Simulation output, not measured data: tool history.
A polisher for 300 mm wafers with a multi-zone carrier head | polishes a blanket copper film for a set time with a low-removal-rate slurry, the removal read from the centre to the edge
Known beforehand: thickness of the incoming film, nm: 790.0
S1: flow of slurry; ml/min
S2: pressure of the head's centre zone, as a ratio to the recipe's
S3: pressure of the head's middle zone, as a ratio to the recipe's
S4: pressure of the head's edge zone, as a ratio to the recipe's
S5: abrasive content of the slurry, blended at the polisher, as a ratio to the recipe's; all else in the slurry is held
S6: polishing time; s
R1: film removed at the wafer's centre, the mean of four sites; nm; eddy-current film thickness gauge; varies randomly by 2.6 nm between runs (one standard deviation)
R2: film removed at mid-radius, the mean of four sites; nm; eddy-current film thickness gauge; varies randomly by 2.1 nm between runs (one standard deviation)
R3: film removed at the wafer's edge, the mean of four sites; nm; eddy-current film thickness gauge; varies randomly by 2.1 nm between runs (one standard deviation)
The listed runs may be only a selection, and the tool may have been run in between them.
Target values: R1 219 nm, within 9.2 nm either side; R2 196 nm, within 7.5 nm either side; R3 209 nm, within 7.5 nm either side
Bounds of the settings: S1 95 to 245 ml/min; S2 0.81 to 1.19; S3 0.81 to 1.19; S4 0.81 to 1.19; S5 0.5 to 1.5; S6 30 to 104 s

| run | day | S1 | S2 | S3 | S4 | S5 | S6 | R1 | R2 | R3 |
|---|---|---|---|---|---|---|---|---|---|---|
| 1 | 0 | 155 | 1 | 1 | 1 | 1 | 67 | 144.4 | 147.57 | 147.29 |
| 2 | 0.342 | 160 | 1.02 | 1 | 1.02 | 1.1 | 69 | 158.76 | 154.72 | 158.13 |
| 3 | 0.471 | 160 | 1.02 | 1 | 1.06 | 1.1 | 69 | 160.38 | 153.64 | 160.26 |
| 4 | 0.608 | 185 | 1.02 | 1 | 1.06 | 1.1 | 69 | 162.86 | 159.88 | 163.55 |
| 5 | 0.662 | 165 | 1.02 | 1 | 1.06 | 1.1 | 69 | 161.9 | 153.37 | 162.29 |
| 6 | 0.762 | 165 | 1.02 | 1 | 1.01 | 1.1 | 69 | 159.31 | 156.55 | 155.19 |
| 7 | 0.804 | 170 | 1.03 | 1.01 | 1.04 | 1.15 | 70 | 165.84 | 162.77 | 165.78 |
| 8 | 1.012 | 175 | 1.05 | 1.02 | 1.06 | 1.2 | 70 | 172.55 | 167.33 | 170.23 |

Exercise: of the 4 proposed moves below, exactly one satisfies all targets within the stated allowed misses. Which move is it?
| A | 1.221 | 155 | 1.19 | 1.01 | 0.89 | 1.45 | 86 | ? | ? | ? |
| B | 1.221 | 175 | 1.11 | 0.84 | 1.07 | 1.25 | 73 | ? | ? | ? |
| C | 1.221 | 145 | 1.11 | 1 | 1.09 | 0.9 | 94 | ? | ? | ? |
| D | 1.221 | 190 | 1.09 | 0.99 | 1.12 | 1.15 | 90 | ? | ? | ? |

| move | R1 | R2 | R3 |
|---|---|---|---|
| A | 247.83 | 208.71 | 197.84 |
| B | 194.02 | 150.08 | 180.32 |
| C | 222.04 | 199.29 | 210.75 |
| D | 234.11 | 210.85 | 224.85 |
A: closer than the last run, but not yet in spec
B: lands further from the targets than the last run did
C: every result within its allowed miss
D: takes the biggest miss from the last run beyond its target
Answer: C
